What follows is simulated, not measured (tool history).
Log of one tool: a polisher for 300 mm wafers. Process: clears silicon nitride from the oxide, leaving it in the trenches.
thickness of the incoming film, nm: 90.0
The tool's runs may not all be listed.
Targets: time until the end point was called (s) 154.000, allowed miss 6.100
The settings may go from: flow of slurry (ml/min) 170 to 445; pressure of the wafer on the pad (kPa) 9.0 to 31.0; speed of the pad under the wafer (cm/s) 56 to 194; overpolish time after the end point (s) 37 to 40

run  hour  flow of slurry (ml/min)  pressure of the wafer on the pad (kPa)  speed of the pad under the wafer (cm/s)  overpolish time after the end point (s)  time until the end point was called (s)
  1   0.0                      285                                    20.0                                      124                                       37                                   79.185
  2   8.9                      285                                    20.0                                       94                                       37                                  104.350
  3  16.3                      285                                    19.3                                       94                                       37                                  109.050
  4  23.5                      285                                    18.6                                       94                                       37                                  111.970
  5  28.5                      285                                    17.9                                       94                                       37                                  116.510
  6  34.5                      220                                    17.9                                       94                                       37                                  118.500
  7  43.3                      220                                    17.2                                       94                                       37                                  126.010
  8  50.8                      220                                    16.5                                       94                                       37                                  130.750
  9  54.5                      220                                    15.9                                       94                                       37                                  131.660
 10  60.9                      220                                    15.2                                       94                                       37                                  139.520

Which of these 5 next moves meets every target?
  A  67.3                      225                                    14.5                                       96                                       40                                        ?
  B  67.3                      250                                    18.6                                       68                                       37                                        ?
  C  67.3                      185                                    13.8                                       88                                       37                                        ?
  D  67.3                      240                                    14.5                                       82                                       40                                        ?
  E  67.3                      215                                    15.9                                       74                                       40                                        ?

move  time until the end point was called (s)
   A                                  141.780
   B                                  153.010
   C                                  165.170
   D                                  163.810
   E                                  167.460
A: nearer than the last run, and not there yet
B: meets every target
C: takes the result that was furthest off past its target
D: takes the result that was furthest off past its target
E: takes the result that was furthest off past its target
The right move is B.

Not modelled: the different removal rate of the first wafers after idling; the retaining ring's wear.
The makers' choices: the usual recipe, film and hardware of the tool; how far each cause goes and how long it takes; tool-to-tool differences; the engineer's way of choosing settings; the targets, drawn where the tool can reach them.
